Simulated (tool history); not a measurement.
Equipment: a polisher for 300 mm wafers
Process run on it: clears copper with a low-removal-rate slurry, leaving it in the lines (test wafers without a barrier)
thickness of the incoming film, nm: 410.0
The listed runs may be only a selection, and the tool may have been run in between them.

run    day  flow of slurry (ml/min)  pressure of the wafer on the pad (psi)  speed of the pad under the wafer (cm/s)  abrasive content of the slurry  overpolish time after the end point (s)  time until the end point was called (s)  dishing of a wide line in a test structure (nm)
  1      0                      280                                     3.6                                      110                               1                                       17                                   104.56                                            41.24
  2  0.371                      280                                     3.3                                      110                               1                                       17                                   113.86                                           37.673
  3    0.4                      280                                     4.2                                      110                               1                                       17                                   89.837                                           46.163
  4  0.658                      280                                     3.7                                      110                               1                                       17                                   101.45                                           40.789
  5  0.929                      280                                       3                                      110                               1                                       17                                   125.76                                            35.56
  6  0.975                      280                                     2.9                                      110                               1                                       17                                   128.35                                           34.517

Forecast run 7:
  7  1.021                      280                                     2.8                                      110                               1                                       17                                        ?                                                ?

Logged for run 7: time until the end point was called (s) 132.46, dishing of a wide line in a test structure (nm) 33.109.

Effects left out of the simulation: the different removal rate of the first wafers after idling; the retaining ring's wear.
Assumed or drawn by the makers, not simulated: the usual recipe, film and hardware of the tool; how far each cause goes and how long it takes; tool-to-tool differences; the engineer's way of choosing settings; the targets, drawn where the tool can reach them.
